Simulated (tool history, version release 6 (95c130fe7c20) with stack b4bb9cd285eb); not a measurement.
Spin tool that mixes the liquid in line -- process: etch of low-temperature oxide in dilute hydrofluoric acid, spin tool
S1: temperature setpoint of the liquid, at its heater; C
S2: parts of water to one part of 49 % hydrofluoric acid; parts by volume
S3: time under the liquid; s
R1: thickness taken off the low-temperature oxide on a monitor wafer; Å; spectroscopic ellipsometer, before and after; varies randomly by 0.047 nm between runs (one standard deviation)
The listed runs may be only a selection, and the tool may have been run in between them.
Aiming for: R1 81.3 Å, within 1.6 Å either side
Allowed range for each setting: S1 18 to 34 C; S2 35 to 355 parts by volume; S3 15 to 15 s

run  hour    S1   S2  S3      R1
  1     0    26  195  15  27.459
  2   3.7  28.5  155  15  39.651
  3     8    30  130  15  52.208
  4  13.5    31  120  15  59.128
  5  19.1    31  120  15  59.357
  6    24    31  120  15  59.194
  7  31.2    32  115  15  64.478
  8  33.9  32.5  110  15  69.788
  9  42.9    33  105  15  74.061

Exactly one of the 5 candidate moves below puts every result within its allowed miss. Which one?
  A  51.9    34  100  15   ?
  B  51.9  32.5  100  15   ?
  C  51.9    34  105  15   ?
  D  51.9  33.5  105  15   ?
  E  51.9    31   95  15   ?

move      R1
   A  81.191
   B   76.88
   C  76.731
   D  75.361
   E  77.129
A: all results in spec
B: closer than the last run, but not yet in spec
C: closer than the last run, but not yet in spec
D: closer than the last run, but not yet in spec
E: closer than the last run, but not yet in spec
Move A is the one to make.
